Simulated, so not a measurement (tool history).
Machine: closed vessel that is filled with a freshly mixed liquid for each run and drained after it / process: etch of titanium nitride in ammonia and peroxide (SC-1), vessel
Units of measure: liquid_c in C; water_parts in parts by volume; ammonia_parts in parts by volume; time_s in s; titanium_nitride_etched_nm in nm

| run | hour | liquid_c | water_parts | ammonia_parts | time_s | titanium_nitride_etched_nm |
|---|---|---|---|---|---|---|
| 1 | 0.0 | 54.0 | 15.5 | 0.65 | 40 | 2.8996 |
| 2 | 0.7 | 54.0 | 15.5 | 0.80 | 40 | 2.9956 |
| 3 | 1.6 | 55.5 | 15.5 | 0.80 | 40 | 3.2790 |
| 4 | 3.1 | 55.5 | 18.0 | 0.80 | 40 | 3.0645 |
| 5 | 11.2 | 57.0 | 18.0 | 0.80 | 40 | 3.3958 |
| 6 | 15.9 | 58.0 | 18.0 | 0.80 | 40 | 3.5987 |
| 7 | 21.6 | 59.0 | 18.0 | 0.80 | 40 | 3.8283 |
| 8 | 28.7 | 59.0 | 18.0 | 0.80 | 40 | 3.9009 |
| 9 | 35.2 | 59.5 | 18.0 | 0.80 | 40 | 4.0141 |

Run 10, settings as shown, results not yet in. Your forecast:
| 10 | 36.0 | 60.0 | 18.0 | 0.80 | 40 | ? |

{"run 10": {"titanium_nitride_etched_nm": 4.1346}}
